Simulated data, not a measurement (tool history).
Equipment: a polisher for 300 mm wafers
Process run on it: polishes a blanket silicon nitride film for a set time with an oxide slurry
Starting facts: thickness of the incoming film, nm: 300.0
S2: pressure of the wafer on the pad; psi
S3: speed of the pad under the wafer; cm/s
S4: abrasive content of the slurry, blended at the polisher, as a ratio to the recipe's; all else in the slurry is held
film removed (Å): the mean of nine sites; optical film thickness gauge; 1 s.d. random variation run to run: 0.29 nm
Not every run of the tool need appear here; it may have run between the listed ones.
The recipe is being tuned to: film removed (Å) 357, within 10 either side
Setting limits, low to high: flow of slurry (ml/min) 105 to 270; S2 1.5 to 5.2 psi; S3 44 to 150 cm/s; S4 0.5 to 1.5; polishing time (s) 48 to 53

Run 1, day 0: flow of slurry (ml/min) 175, S2 3.3 psi, S3 96 cm/s, S4 1, polishing time (s) 53. Result: film removed (Å) 256.06.
Run 2, day 0.258: flow of slurry (ml/min) 185, S2 3.6 psi, S3 96 cm/s, S4 1, polishing time (s) 53. Result: film removed (Å) 278.01.
Run 3, day 0.375: flow of slurry (ml/min) 185, S2 3.6 psi, S3 76 cm/s, S4 1, polishing time (s) 53. Result: film removed (Å) 228.18.
Run 4, day 0.696: flow of slurry (ml/min) 185, S2 3.6 psi, S3 76 cm/s, S4 1, polishing time (s) 53. Result: film removed (Å) 227.46.
Run 5, day 0.888: flow of slurry (ml/min) 185, S2 3.6 psi, S3 76 cm/s, S4 1, polishing time (s) 53. Result: film removed (Å) 232.33.
Run 6, day 1.162: flow of slurry (ml/min) 185, S2 3.2 psi, S3 76 cm/s, S4 1, polishing time (s) 53. Result: film removed (Å) 204.35.
Run 7, day 1.271: flow of slurry (ml/min) 185, S2 3.8 psi, S3 76 cm/s, S4 1, polishing time (s) 53. Result: film removed (Å) 243.94.
Run 8, day 1.4: flow of slurry (ml/min) 185, S2 4.2 psi, S3 76 cm/s, S4 1, polishing time (s) 53. Result: film removed (Å) 266.58.
Run 9, day 1.625: flow of slurry (ml/min) 190, S2 4.5 psi, S3 76 cm/s, S4 1, polishing time (s) 53. Result: film removed (Å) 289.49.
Run 10, day 1.754: flow of slurry (ml/min) 190, S2 4.5 psi, S3 76 cm/s, S4 1, polishing time (s) 53. Result: film removed (Å) 284.85.
Run 11, day 2.075: flow of slurry (ml/min) 190, S2 4.7 psi, S3 78 cm/s, S4 1, polishing time (s) 53. Result: film removed (Å) 304.61.
Run 12, day 2.421: flow of slurry (ml/min) 215, S2 5.2 psi, S3 78 cm/s, S4 1, polishing time (s) 53. Result: film removed (Å) 340.91.

Exercise: of the 4 proposed moves below, exactly one satisfies all targets within the stated allowed misses. Which move is it?
Run A, day 2.767: flow of slurry (ml/min) 225, S2 5.2 psi, S3 84 cm/s, S4 1, polishing time (s) 49. Result: film removed (Å) ?.
Run B, day 2.767: flow of slurry (ml/min) 190, S2 5 psi, S3 90 cm/s, S4 1, polishing time (s) 49. Result: film removed (Å) ?.
Run C, day 2.767: flow of slurry (ml/min) 215, S2 5 psi, S3 80 cm/s, S4 1.15, polishing time (s) 49. Result: film removed (Å) ?.
Run D, day 2.767: flow of slurry (ml/min) 215, S2 5.2 psi, S3 86 cm/s, S4 1, polishing time (s) 51. Result: film removed (Å) ?.

move  film removed (Å)
   A            335.09
   B            334.86
   C            326.63
   D            353.79
A: further off than the last run
B: further off than the last run
C: further off than the last run
D: all results land within tolerance of their targets
The right move is D.

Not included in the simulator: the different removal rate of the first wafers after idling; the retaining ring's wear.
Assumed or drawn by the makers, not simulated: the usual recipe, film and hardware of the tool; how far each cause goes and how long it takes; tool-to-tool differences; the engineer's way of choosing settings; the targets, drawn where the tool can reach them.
